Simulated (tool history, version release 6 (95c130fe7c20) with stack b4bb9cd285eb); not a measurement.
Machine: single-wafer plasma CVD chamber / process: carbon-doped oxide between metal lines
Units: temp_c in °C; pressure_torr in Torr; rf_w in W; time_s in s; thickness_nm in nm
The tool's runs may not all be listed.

{"run": 1, "hour": 0.0, "temp_c": 335, "pressure_torr": 6.99, "rf_w": 470, "time_s": 36, "thickness_nm": 178.39}
{"run": 2, "hour": 5.4, "temp_c": 334, "pressure_torr": 7.05, "rf_w": 475, "time_s": 36, "thickness_nm": 178.49}
{"run": 3, "hour": 13.7, "temp_c": 334, "pressure_torr": 7.05, "rf_w": 515, "time_s": 36, "thickness_nm": 187.64}
{"run": 4, "hour": 15.2, "temp_c": 334, "pressure_torr": 7.05, "rf_w": 515, "time_s": 37.1, "thickness_nm": 191.47}
{"run": 5, "hour": 17.9, "temp_c": 333, "pressure_torr": 7.09, "rf_w": 520, "time_s": 37.1, "thickness_nm": 195.34}
{"run": 6, "hour": 26.6, "temp_c": 332, "pressure_torr": 7.12, "rf_w": 520, "time_s": 37.1, "thickness_nm": 195.99}
{"run": 7, "hour": 34.8, "temp_c": 331, "pressure_torr": 7.14, "rf_w": 520, "time_s": 37.1, "thickness_nm": 198.09}
{"run": 8, "hour": 42.1, "temp_c": 331, "pressure_torr": 7.15, "rf_w": 520, "time_s": 37.1, "thickness_nm": 197.44}

Run 9, settings as shown, results not yet in. Your forecast:
{"run": 9, "hour": 47.9, "temp_c": 331, "pressure_torr": 7.17, "rf_w": 520, "time_s": 37.1, "thickness_nm": "?"}

thickness_nm: 197.18 nm
